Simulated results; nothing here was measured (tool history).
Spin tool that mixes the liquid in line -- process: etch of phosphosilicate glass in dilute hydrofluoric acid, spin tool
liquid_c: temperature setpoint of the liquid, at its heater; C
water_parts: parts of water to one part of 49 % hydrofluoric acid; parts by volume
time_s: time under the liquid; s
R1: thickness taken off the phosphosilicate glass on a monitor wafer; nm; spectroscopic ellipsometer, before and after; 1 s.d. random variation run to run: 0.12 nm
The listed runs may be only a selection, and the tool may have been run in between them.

Run 1, hour 0.0: liquid_c 25.0 C, water_parts 155 parts by volume, time_s 15 s. Result: R1 9.5067 nm.
Run 2, hour 4.4: liquid_c 25.0 C, water_parts 130 parts by volume, time_s 15 s. Result: R1 11.6750 nm.
Run 3, hour 7.7: liquid_c 25.0 C, water_parts 130 parts by volume, time_s 15 s. Result: R1 11.6770 nm.
Run 4, hour 11.3: liquid_c 26.0 C, water_parts 115 parts by volume, time_s 15 s. Result: R1 13.9930 nm.
Run 5, hour 18.9: liquid_c 27.0 C, water_parts 105 parts by volume, time_s 15 s. Result: R1 16.1630 nm.
Run 6, hour 19.8: liquid_c 27.0 C, water_parts 105 parts by volume, time_s 15 s. Result: R1 16.1410 nm.
Run 7, hour 23.4: liquid_c 31.0 C, water_parts 40 parts by volume, time_s 15 s. Result: R1 54.0930 nm.
Run 8, hour 29.7: liquid_c 30.5 C, water_parts 40 parts by volume, time_s 15 s. Result: R1 53.2680 nm.
Run 9, hour 37.4: liquid_c 30.0 C, water_parts 40 parts by volume, time_s 15 s. Result: R1 52.2910 nm.

Run 10 is up next; what results do you expect?
Run 10, hour 38.5: liquid_c 29.5 C, water_parts 40 parts by volume, time_s 15 s. Result: R1 ?.

{"run 10": {"R1": 50.979}}
